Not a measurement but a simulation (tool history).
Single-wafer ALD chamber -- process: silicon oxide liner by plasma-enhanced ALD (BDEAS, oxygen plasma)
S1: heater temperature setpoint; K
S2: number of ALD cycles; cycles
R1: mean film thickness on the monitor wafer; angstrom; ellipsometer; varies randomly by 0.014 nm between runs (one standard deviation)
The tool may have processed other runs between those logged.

run  hour      S1  S2      R1
  1   0.0  583.15  70  61.561
  2   3.0  585.15  68  59.868
  3   9.5  585.15  73  64.423
  4  17.7  586.15  70  61.118
  5  21.6  586.15  73  64.044
  6  23.9  586.15  81  71.299
  7  32.8  589.15  75  65.564
  8  36.4  590.15  71  61.920
  9  37.1  591.15  69  60.178

Run 10, settings as shown, results not yet in. Your forecast:
 10  37.8  594.15  63   ?

R1: 54.610 angstrom
